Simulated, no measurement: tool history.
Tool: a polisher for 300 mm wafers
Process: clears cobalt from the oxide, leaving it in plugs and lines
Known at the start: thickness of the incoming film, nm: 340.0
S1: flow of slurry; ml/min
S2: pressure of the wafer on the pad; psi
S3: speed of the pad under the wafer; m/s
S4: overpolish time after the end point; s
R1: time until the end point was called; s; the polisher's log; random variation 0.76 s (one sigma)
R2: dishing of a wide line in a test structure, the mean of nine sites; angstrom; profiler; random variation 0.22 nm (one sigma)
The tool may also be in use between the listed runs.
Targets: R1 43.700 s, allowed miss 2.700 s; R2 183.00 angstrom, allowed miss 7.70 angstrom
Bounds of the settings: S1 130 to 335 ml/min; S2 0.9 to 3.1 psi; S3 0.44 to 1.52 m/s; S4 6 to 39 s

run	day	S1	S2	S3	S4	R1	R2
1	0.000	215	2.0	0.98	20	56.420	189.38
2	0.054	215	2.1	0.98	17	54.220	185.67
3	0.117	215	1.6	0.98	17	72.039	180.29
4	0.346	215	1.6	0.98	9	69.932	164.16
5	0.458	260	1.6	0.98	9	68.355	165.96
6	0.804	260	1.6	0.98	6	67.619	146.90
7	1.042	255	1.7	1.00	8	63.432	164.93
8	1.329	255	1.8	1.00	9	62.140	170.69
9	1.646	245	1.9	1.02	8	56.325	167.08
10	1.771	245	2.0	1.02	9	55.394	176.47
11	1.875	245	2.0	1.02	9	56.455	171.05
12	1.979	245	2.0	1.02	9	57.045	169.72
13	2.050	245	2.1	1.04	9	53.015	176.90
14	2.092	245	2.2	1.04	8	47.830	176.37

4 next moves are on the table. One of them brings every result within its allowed miss. Which?
A	2.133	215	2.5	1.06	15	?	?
B	2.133	275	1.7	1.26	9	?	?
C	2.133	215	2.1	1.14	10	?	?
D	2.133	280	2.1	1.16	6	?	?

move	R1	R2
A	42.642	183.14
B	53.269	174.28
C	48.021	178.85
D	45.991	164.65
A: meets every target
B: further off than the last run
C: as far off as the last run
D: brings the result that was furthest off to its target, and leaves another outside
Answer: A
